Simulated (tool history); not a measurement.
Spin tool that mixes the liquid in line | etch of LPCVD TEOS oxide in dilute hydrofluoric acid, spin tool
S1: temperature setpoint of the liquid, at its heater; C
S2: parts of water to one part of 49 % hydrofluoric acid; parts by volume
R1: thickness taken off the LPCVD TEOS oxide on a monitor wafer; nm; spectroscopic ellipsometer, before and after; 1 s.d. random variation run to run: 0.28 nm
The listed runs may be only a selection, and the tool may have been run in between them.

Run 1, day 0: S1 24 C, S2 65 parts by volume, time under the liquid (s) 100. Result: R1 24.622 nm.
Run 2, day 0.096: S1 26 C, S2 65 parts by volume, time under the liquid (s) 100. Result: R1 26.853 nm.
Run 3, day 0.279: S1 26 C, S2 85 parts by volume, time under the liquid (s) 100. Result: R1 20.287 nm.
Run 4, day 0.317: S1 26 C, S2 75 parts by volume, time under the liquid (s) 100. Result: R1 22.966 nm.
Run 5, day 0.662: S1 28 C, S2 70 parts by volume, time under the liquid (s) 100. Result: R1 26.912 nm.
Run 6, day 0.762: S1 28 C, S2 70 parts by volume, time under the liquid (s) 110. Result: R1 29.426 nm.
Run 7, day 1.071: S1 29 C, S2 65 parts by volume, time under the liquid (s) 110. Result: R1 33.034 nm.
Run 8, day 1.279: S1 30 C, S2 65 parts by volume, time under the liquid (s) 110. Result: R1 34.958 nm.
Run 9, day 1.517: S1 30.5 C, S2 65 parts by volume, time under the liquid (s) 110. Result: R1 35.698 nm.

Predict the results of run 10:
Run 10, day 1.733: S1 31 C, S2 65 parts by volume, time under the liquid (s) 110. Result: R1 ?.

R1: 36.224 nm
